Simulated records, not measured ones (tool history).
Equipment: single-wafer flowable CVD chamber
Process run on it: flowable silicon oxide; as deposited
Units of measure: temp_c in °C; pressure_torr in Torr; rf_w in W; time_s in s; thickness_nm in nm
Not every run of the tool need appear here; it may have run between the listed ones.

| run | hour | temp_c | pressure_torr | rf_w | time_s | thickness_nm |
|---|---|---|---|---|---|---|
| 1 | 0 | 105 | 0.79 | 2675 | 920 | 474.02 |
| 2 | 3.4 | 102 | 0.791 | 2675 | 920 | 521.82 |
| 3 | 11.8 | 100 | 0.791 | 2675 | 920 | 554.04 |
| 4 | 20.2 | 100 | 0.791 | 2525 | 920 | 548.31 |
| 5 | 27.4 | 99 | 0.791 | 2525 | 920 | 566.78 |
| 6 | 33.3 | 104 | 0.791 | 2525 | 920 | 485.92 |
| 7 | 38.4 | 101 | 0.792 | 2525 | 920 | 532.87 |
| 8 | 43.9 | 99 | 0.792 | 2525 | 920 | 565.72 |
| 9 | 50.6 | 98 | 0.792 | 2525 | 920 | 581.72 |

What will run 10 give?
| 10 | 53.2 | 97 | 0.792 | 2525 | 920 | ? |

{"run 10": {"thickness_nm": 601.1}}

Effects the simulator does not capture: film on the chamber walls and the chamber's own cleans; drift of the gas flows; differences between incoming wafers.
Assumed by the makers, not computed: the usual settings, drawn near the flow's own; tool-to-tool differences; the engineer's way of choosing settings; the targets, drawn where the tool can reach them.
